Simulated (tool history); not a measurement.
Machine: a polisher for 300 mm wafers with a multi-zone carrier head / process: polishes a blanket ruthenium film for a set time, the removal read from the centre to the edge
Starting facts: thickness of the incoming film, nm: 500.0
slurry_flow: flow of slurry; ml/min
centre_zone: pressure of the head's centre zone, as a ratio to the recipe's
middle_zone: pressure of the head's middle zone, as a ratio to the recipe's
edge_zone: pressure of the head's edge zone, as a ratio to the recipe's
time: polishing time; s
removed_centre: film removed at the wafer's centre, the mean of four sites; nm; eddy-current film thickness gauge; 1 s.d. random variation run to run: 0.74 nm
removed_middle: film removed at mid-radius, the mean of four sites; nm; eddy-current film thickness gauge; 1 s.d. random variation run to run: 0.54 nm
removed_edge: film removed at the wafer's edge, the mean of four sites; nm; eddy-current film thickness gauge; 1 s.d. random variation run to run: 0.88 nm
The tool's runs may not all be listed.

{"run": 1, "hour": 0.0, "slurry_flow": 200, "centre_zone": 1.0, "middle_zone": 1.0, "edge_zone": 1.0, "time": 48, "removed_centre": 64.009, "removed_middle": 64.901, "removed_edge": 65.73}
{"run": 2, "hour": 5.8, "slurry_flow": 200, "centre_zone": 1.0, "middle_zone": 1.03, "edge_zone": 1.0, "time": 48, "removed_centre": 64.442, "removed_middle": 66.863, "removed_edge": 64.178}
{"run": 3, "hour": 10.2, "slurry_flow": 200, "centre_zone": 1.08, "middle_zone": 1.03, "edge_zone": 1.0, "time": 48, "removed_centre": 68.594, "removed_middle": 66.758, "removed_edge": 64.348}
{"run": 4, "hour": 18.7, "slurry_flow": 200, "centre_zone": 1.03, "middle_zone": 1.03, "edge_zone": 1.0, "time": 48, "removed_centre": 65.167, "removed_middle": 66.373, "removed_edge": 64.61}
{"run": 5, "hour": 22.7, "slurry_flow": 200, "centre_zone": 1.03, "middle_zone": 1.03, "edge_zone": 1.0, "time": 40, "removed_centre": 55.688, "removed_middle": 55.945, "removed_edge": 53.775}
{"run": 6, "hour": 28.4, "slurry_flow": 200, "centre_zone": 1.07, "middle_zone": 1.03, "edge_zone": 1.0, "time": 40, "removed_centre": 56.58, "removed_middle": 55.838, "removed_edge": 54.262}
{"run": 7, "hour": 33.3, "slurry_flow": 190, "centre_zone": 0.98, "middle_zone": 0.99, "edge_zone": 1.1, "time": 54, "removed_centre": 71.394, "removed_middle": 72.231, "removed_edge": 75.345}
{"run": 8, "hour": 37.4, "slurry_flow": 210, "centre_zone": 0.97, "middle_zone": 0.98, "edge_zone": 1.12, "time": 56, "removed_centre": 74.77, "removed_middle": 76.025, "removed_edge": 79.756}
{"run": 9, "hour": 43.1, "slurry_flow": 220, "centre_zone": 0.96, "middle_zone": 0.97, "edge_zone": 1.14, "time": 57, "removed_centre": 75.042, "removed_middle": 76.032, "removed_edge": 84.158}

Expected results for the next run?
{"run": 10, "hour": 51.9, "slurry_flow": 235, "centre_zone": 0.97, "middle_zone": 0.98, "edge_zone": 1.15, "time": 57, "removed_centre": "?", "removed_middle": "?", "removed_edge": "?"}

Run 10 gave removed_centre 76.802 nm, removed_middle 77.943 nm, removed_edge 85.531 nm.

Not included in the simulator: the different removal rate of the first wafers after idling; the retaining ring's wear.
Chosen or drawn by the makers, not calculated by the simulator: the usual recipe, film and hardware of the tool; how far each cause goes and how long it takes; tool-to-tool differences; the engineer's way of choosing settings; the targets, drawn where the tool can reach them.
